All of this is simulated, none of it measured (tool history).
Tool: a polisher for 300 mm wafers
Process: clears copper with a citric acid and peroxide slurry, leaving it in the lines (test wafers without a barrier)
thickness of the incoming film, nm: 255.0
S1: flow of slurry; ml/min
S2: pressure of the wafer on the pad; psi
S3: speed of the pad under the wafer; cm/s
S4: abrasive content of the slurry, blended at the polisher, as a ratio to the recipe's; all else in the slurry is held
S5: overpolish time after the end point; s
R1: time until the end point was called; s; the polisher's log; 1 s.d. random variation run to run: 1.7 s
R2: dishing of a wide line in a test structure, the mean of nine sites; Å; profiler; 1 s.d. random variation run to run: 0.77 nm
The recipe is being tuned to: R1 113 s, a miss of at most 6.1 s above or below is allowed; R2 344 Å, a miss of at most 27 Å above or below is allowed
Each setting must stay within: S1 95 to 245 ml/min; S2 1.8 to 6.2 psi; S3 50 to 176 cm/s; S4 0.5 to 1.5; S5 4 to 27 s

run	hour	S1	S2	S3	S4	S5	R1	R2
1	0	155	4	112	1	14	62.358	378.89
2	6.5	155	4	130	1	14	54.724	408.18
3	12.1	155	4	108	1	14	65.391	332.28
4	16.4	150	3.4	108	1	16	74.022	353.67
5	24.5	150	2.9	106	1	18	80.331	339.46
6	30.2	145	2.6	100	1	20	95.748	348.9
7	31.3	140	2.4	100	1	21	103.63	331.83
8	32.6	135	2.4	100	1	22	102.43	343.26
9	35.7	130	2.3	100	1	23	102.97	346.6

Of the 4 settings listed for the next run, only one would bring every result within its allowed miss of target. Which one?
A	38.8	120	2.4	94	0.9	24	?	?
B	38.8	135	3.5	88	1.05	19	?	?
C	38.8	95	2.2	98	0.7	24	?	?
D	38.8	150	2.6	96	1.3	22	?	?

move	R1	R2
A	110.33	328.68
B	86.322	335.28
C	124.07	298.99
D	92.185	353.62
A: meets every target
B: misses by more than the last run did
C: pushes the last run's worst result past its target
D: misses by more than the last run did
Answer: A
